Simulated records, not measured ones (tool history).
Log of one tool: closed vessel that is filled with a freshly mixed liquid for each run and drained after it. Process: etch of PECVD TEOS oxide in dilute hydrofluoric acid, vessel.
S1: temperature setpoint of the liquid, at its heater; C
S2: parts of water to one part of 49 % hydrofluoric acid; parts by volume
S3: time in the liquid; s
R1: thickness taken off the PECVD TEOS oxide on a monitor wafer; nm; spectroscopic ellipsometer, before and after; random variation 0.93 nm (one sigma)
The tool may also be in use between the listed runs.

run	day	S1	S2	S3	R1
1	0	21	70	120	39.12
2	0.142	17.5	70	120	34.173
3	0.225	20.5	70	120	38.452
4	0.371	23	55	120	54.275
5	0.55	24.5	45	120	72.477
6	0.921	25.5	40	120	86.599
7	1.242	29	40	120	97.11

For run 8, what comes out?
8	1.596	29	35	120	?

Logged for run 8: R1 114.19 nm.
